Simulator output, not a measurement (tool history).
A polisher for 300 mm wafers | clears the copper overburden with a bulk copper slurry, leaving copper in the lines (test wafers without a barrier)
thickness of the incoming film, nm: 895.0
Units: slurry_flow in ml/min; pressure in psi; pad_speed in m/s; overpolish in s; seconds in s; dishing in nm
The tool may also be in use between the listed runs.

| run | day | slurry_flow | pressure | pad_speed | slurry_solids | overpolish | seconds | dishing |
|---|---|---|---|---|---|---|---|---|
| 1 | 0.000 | 315 | 1.9 | 1.20 | 1.00 | 12 | 155.87 | 43.250 |
| 2 | 0.175 | 315 | 1.9 | 1.20 | 1.00 | 8 | 156.59 | 30.621 |
| 3 | 0.288 | 315 | 1.9 | 1.20 | 1.00 | 4 | 155.40 | 15.920 |
| 4 | 0.346 | 315 | 1.8 | 1.20 | 1.00 | 5 | 166.17 | 19.493 |
| 5 | 0.612 | 315 | 1.7 | 1.22 | 1.00 | 6 | 170.67 | 22.138 |
| 6 | 0.921 | 315 | 1.7 | 1.22 | 1.20 | 6 | 163.34 | 23.488 |
| 7 | 1.054 | 315 | 1.6 | 1.24 | 1.20 | 7 | 168.05 | 26.425 |
| 8 | 1.338 | 315 | 1.5 | 1.24 | 1.20 | 8 | 176.75 | 27.122 |
|  | 1.642 | worn pad replaced by a new one |
| 9 | 1.642 | 315 | 1.4 | 1.24 | 1.20 | 9 | 165.90 | 31.928 |
| 10 | 1.954 | 315 | 1.3 | 1.20 | 1.20 | 10 | 181.97 | 32.779 |
| 11 | 2.242 | 315 | 1.3 | 1.18 | 1.20 | 11 | 183.80 | 34.841 |
| 12 | 2.600 | 315 | 1.3 | 1.16 | 1.20 | 12 | 184.99 | 35.434 |

Forecast run 13:
| 13 | 2.858 | 310 | 1.0 | 1.14 | 1.15 | 18 | ? | ? |

{"run 13": {"seconds": 230.92, "dishing": 41.117}}

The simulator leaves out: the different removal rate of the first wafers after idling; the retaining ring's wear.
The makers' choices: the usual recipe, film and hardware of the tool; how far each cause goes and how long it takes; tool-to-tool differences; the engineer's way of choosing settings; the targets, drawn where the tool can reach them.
